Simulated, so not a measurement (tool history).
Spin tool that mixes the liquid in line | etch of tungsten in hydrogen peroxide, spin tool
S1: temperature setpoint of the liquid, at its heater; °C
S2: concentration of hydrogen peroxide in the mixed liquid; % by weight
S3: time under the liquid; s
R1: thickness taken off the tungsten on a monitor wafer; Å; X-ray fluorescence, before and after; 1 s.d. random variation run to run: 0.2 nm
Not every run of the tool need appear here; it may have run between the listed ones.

{"run": 1, "hour": 0.0, "S1": 43, "S2": 22, "S3": 55, "R1": 443.98}
{"run": 2, "hour": 4.0, "S1": 41.5, "S2": 22, "S3": 55, "R1": 404.31}
{"run": 3, "hour": 6.7, "S1": 41.5, "S2": 22, "S3": 60, "R1": 445.43}
{"run": 4, "hour": 7.5, "S1": 41.5, "S2": 18, "S3": 60, "R1": 402.8}
{"run": 5, "hour": 8.9, "S1": 41.5, "S2": 18, "S3": 55, "R1": 358.85}
{"run": 6, "hour": 11.4, "S1": 41.5, "S2": 18, "S3": 55, "R1": 371.12}
{"run": 7, "hour": 13.8, "S1": 40.5, "S2": 18, "S3": 55, "R1": 345.07}

What will run 8 give?
{"run": 8, "hour": 22.3, "S1": 33.5, "S2": 18, "S3": 55, "R1": "?"}

{"run 8": {"R1": 216.04}}

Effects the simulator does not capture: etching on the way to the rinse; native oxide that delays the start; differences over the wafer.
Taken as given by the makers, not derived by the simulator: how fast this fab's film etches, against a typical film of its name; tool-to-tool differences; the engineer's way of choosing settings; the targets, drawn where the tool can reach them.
